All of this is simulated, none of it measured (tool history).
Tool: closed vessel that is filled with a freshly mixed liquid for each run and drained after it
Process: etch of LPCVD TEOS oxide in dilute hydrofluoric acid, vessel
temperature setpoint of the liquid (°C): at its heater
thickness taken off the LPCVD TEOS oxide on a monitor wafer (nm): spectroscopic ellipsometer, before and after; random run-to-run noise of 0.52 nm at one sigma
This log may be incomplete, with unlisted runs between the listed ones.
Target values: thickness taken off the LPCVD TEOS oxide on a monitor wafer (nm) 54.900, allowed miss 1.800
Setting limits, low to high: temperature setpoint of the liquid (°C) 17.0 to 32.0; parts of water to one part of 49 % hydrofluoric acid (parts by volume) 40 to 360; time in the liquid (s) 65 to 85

| run | hour | temperature setpoint of the liquid (°C) | parts of water to one part of 49 % hydrofluoric acid (parts by volume) | time in the liquid (s) | thickness taken off the LPCVD TEOS oxide on a monitor wafer (nm) |
|---|---|---|---|---|---|
| 1 | 0.0 | 24.0 | 200 | 85 | 20.196 |
| 2 | 2.8 | 25.0 | 185 | 85 | 23.099 |
| 3 | 9.4 | 26.0 | 170 | 85 | 26.508 |
| 4 | 14.8 | 26.0 | 125 | 85 | 37.890 |
| 5 | 19.4 | 28.0 | 125 | 85 | 41.413 |
| 6 | 28.4 | 28.0 | 155 | 85 | 31.897 |
| 7 | 31.7 | 32.0 | 90 | 85 | 69.060 |
| 8 | 40.1 | 31.5 | 90 | 85 | 67.632 |
| 9 | 48.9 | 31.0 | 90 | 85 | 66.679 |
| 10 | 52.7 | 30.5 | 90 | 85 | 66.104 |
| 11 | 58.2 | 30.0 | 90 | 85 | 65.168 |
| 12 | 64.5 | 29.5 | 90 | 85 | 63.908 |
| 13 | 67.7 | 25.5 | 95 | 85 | 51.463 |
| 14 | 75.8 | 26.5 | 95 | 85 | 52.922 |

Of the 4 settings listed for the next run, only one would bring every result within its allowed miss of target. Which one?
| A | 83.9 | 25.5 | 95 | 85 | ? |
| B | 83.9 | 24.5 | 85 | 85 | ? |
| C | 83.9 | 27.5 | 100 | 85 | ? |
| D | 83.9 | 26.0 | 90 | 80 | ? |

| move | thickness taken off the LPCVD TEOS oxide on a monitor wafer (nm) |
|---|---|
| A | 50.701 |
| B | 55.168 |
| C | 51.713 |
| D | 51.701 |
A: the biggest miss grows against the last run
B: each result inside its tolerance
C: the biggest miss grows against the last run
D: the biggest miss grows against the last run
B is the move that brings every result within its allowed miss.
